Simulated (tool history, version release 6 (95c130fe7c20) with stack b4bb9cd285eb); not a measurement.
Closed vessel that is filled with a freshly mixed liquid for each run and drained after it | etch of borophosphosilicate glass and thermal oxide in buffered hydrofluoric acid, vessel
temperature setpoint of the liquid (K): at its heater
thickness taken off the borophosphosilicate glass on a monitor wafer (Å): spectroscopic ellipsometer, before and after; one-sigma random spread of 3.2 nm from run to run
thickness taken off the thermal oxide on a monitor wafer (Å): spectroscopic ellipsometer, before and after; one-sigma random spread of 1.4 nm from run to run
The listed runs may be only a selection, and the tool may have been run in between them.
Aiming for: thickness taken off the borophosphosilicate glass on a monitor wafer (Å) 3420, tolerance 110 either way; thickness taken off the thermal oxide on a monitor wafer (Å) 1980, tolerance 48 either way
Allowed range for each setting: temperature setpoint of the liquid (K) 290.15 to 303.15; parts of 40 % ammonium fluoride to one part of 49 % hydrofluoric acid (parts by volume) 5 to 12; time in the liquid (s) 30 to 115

| run | hour | temperature setpoint of the liquid (K) | parts of 40 % ammonium fluoride to one part of 49 % hydrofluoric acid (parts by volume) | time in the liquid (s) | thickness taken off the borophosphosilicate glass on a monitor wafer (Å) | thickness taken off the thermal oxide on a monitor wafer (Å) |
|---|---|---|---|---|---|---|
| 1 | 0 | 295.15 | 7 | 60 | 1486.4 | 874.21 |
| 2 | 6.1 | 293.15 | 7 | 60 | 1337.6 | 778.13 |
| 3 | 13.2 | 293.15 | 5 | 60 | 1784.2 | 1045.8 |
| 4 | 18.3 | 295.15 | 5 | 60 | 1971.7 | 1156.1 |
| 5 | 26.7 | 296.65 | 5 | 60 | 2194.9 | 1266.6 |
| 6 | 30.5 | 298.15 | 5 | 60 | 2350.4 | 1367.7 |
| 7 | 33.9 | 299.15 | 5 | 60 | 2439.1 | 1438.3 |
| 8 | 41.9 | 300.15 | 5 | 60 | 2617.5 | 1517.6 |
| 9 | 49.1 | 300.65 | 5 | 60 | 2646.2 | 1551.8 |
| 10 | 54.8 | 301.15 | 5 | 60 | 2756.2 | 1596.7 |
| 11 | 61.5 | 301.65 | 5 | 60 | 2756.8 | 1656 |
| 12 | 64.1 | 301.65 | 5 | 75 | 3543.8 | 2047.1 |

Which single option among these 5 for the next run brings every result within its allowed miss of target? Just one does.
| A | 66.7 | 299.15 | 5.5 | 95 | ? | ? |
| B | 66.7 | 301.15 | 5 | 70 | ? | ? |
| C | 66.7 | 302.15 | 5 | 70 | ? | ? |
| D | 66.7 | 300.15 | 5 | 75 | ? | ? |
| E | 66.7 | 301.15 | 5 | 80 | ? | ? |

| move | thickness taken off the borophosphosilicate glass on a monitor wafer (Å) | thickness taken off the thermal oxide on a monitor wafer (Å) |
|---|---|---|
| A | 3548.2 | 2137 |
| B | 3155.5 | 1898.5 |
| C | 3323.9 | 2001.4 |
| D | 3208.6 | 1928.9 |
| E | 3606.3 | 2169.7 |
A: the biggest miss grows against the last run
B: carries the result that was furthest off beyond its target, to the other side
C: every result lands within tolerance
D: carries the result that was furthest off beyond its target, to the other side
E: the biggest miss grows against the last run
The right move is C.
